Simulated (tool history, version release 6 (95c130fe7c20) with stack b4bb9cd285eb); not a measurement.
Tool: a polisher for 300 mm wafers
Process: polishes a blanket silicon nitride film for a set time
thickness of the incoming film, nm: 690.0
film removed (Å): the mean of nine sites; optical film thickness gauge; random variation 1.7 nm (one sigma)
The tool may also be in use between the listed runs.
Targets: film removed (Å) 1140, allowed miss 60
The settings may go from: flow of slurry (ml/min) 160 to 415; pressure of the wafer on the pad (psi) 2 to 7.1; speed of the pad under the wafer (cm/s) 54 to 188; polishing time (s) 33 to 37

run,day,flow of slurry (ml/min),pressure of the wafer on the pad (psi),speed of the pad under the wafer (cm/s),polishing time (s),film removed (Å)
1,0,265,4.5,120,37,902.94
2,0.308,205,4.5,120,37,866.8
3,0.45,205,4.5,120,37,867.9
4,0.738,160,4.5,120,37,811.26
5,1.004,160,4.5,142,37,888.92
6,1.108,215,4.5,142,37,991.66
7,1.429,225,4.6,142,37,952.89
8,1.521,230,4.8,142,37,1030.2
9,1.675,235,4.9,142,37,1054.4
10,1.796,240,5,142,37,1073

Which of these 4 next moves meets every target?
A,1.917,235,5.6,154,37,?
B,1.917,245,5,140,34,?
C,1.917,180,5.1,160,37,?
D,1.917,340,5.6,156,37,?

move,film removed (Å)
A,1264
B,985.63
C,1135.6
D,1323.9
A: takes the result that was furthest off past its target
B: further off than the last run
C: meets every target
D: takes the result that was furthest off past its target
Move C is the one to make.

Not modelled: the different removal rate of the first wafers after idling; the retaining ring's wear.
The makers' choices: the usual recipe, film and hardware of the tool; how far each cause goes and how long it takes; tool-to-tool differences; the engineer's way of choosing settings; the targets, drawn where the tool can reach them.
